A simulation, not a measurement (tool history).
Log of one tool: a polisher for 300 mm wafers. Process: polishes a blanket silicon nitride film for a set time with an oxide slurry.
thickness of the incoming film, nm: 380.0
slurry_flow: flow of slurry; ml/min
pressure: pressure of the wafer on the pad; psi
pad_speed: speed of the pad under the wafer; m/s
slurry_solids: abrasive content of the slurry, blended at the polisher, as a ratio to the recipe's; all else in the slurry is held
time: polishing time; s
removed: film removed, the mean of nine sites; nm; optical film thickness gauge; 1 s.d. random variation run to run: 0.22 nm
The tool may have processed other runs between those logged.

| run | day | slurry_flow | pressure | pad_speed | slurry_solids | time | removed |
|---|---|---|---|---|---|---|---|
| 1 | 0.000 | 200 | 4.4 | 1.14 | 1.00 | 48 | 45.447 |
| 2 | 0.129 | 200 | 4.0 | 1.14 | 1.00 | 48 | 41.194 |
| 3 | 0.296 | 200 | 4.0 | 1.14 | 1.00 | 42 | 36.216 |
| 4 | 0.350 | 200 | 4.0 | 0.96 | 1.00 | 42 | 31.811 |
| 5 | 0.717 | 180 | 4.0 | 0.96 | 1.00 | 42 | 30.997 |
| 6 | 0.992 | 180 | 4.0 | 0.96 | 0.95 | 42 | 30.363 |
| 7 | 1.233 | 170 | 3.9 | 0.96 | 0.95 | 42 | 29.640 |
| 8 | 1.346 | 165 | 3.1 | 0.96 | 0.95 | 42 | 23.432 |
| 9 | 1.625 | 175 | 3.1 | 0.96 | 0.95 | 42 | 24.116 |

Run 10 comes next. What will it give?
| 10 | 1.650 | 180 | 3.1 | 0.96 | 0.95 | 42 | ? |

Run 10 produced removed 23.496 nm.

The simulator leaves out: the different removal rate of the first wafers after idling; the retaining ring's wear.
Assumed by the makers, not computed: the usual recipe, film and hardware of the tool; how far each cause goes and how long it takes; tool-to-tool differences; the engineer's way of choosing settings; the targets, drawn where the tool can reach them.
